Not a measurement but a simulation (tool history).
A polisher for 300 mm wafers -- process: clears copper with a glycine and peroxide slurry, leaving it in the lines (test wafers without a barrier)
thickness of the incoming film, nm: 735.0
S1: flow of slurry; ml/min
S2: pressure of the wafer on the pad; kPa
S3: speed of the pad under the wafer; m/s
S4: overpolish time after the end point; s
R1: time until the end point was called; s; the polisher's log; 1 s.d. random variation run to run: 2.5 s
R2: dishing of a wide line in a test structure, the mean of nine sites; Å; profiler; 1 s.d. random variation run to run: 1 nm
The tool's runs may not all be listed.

| run | hour | S1 | S2 | S3 | S4 | R1 | R2 |
|---|---|---|---|---|---|---|---|
| 1 | 0.0 | 125 | 20.7 | 0.98 | 27 | 106.74 | 808.39 |
| 2 | 3.3 | 125 | 20.7 | 0.80 | 27 | 119.04 | 775.19 |
| 3 | 9.1 | 125 | 20.7 | 0.80 | 38 | 118.46 | 922.15 |
| 4 | 14.0 | 105 | 20.7 | 0.80 | 38 | 122.71 | 904.84 |
| 5 | 21.4 | 120 | 20.7 | 0.80 | 38 | 115.06 | 933.25 |
| 6 | 29.3 | 115 | 20.0 | 0.80 | 39 | 123.94 | 946.34 |

What will run 7 give?
| 7 | 37.9 | 115 | 19.3 | 0.80 | 38 | ? | ? |

{"run 7": {"R1": 129.28, "R2": 895.94}}
